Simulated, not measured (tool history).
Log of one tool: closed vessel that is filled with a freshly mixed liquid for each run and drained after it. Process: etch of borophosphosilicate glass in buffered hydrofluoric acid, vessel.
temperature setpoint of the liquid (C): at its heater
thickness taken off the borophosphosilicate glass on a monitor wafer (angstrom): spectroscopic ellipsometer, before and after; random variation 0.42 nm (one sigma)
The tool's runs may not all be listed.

| run | hour | temperature setpoint of the liquid (C) | parts of 40 % ammonium fluoride to one part of 49 % hydrofluoric acid (parts by volume) | time in the liquid (s) | thickness taken off the borophosphosilicate glass on a monitor wafer (angstrom) |
|---|---|---|---|---|---|
| 1 | 0.0 | 21.0 | 15.0 | 35 | 256.86 |
| 2 | 8.9 | 21.0 | 13.0 | 35 | 297.12 |
| 3 | 16.7 | 21.0 | 14.5 | 35 | 264.10 |
| 4 | 20.2 | 21.0 | 19.0 | 35 | 200.76 |
| 5 | 22.9 | 22.0 | 17.5 | 35 | 232.57 |
| 6 | 25.6 | 23.0 | 16.0 | 35 | 271.30 |
| 7 | 29.6 | 24.0 | 15.0 | 35 | 301.61 |
| 8 | 32.5 | 24.5 | 14.0 | 35 | 334.67 |

Forecast run 9:
| 9 | 36.7 | 25.0 | 13.0 | 35 | ? |

{"run 9": {"thickness taken off the borophosphosilicate glass on a monitor wafer (angstrom)": 362.97}}
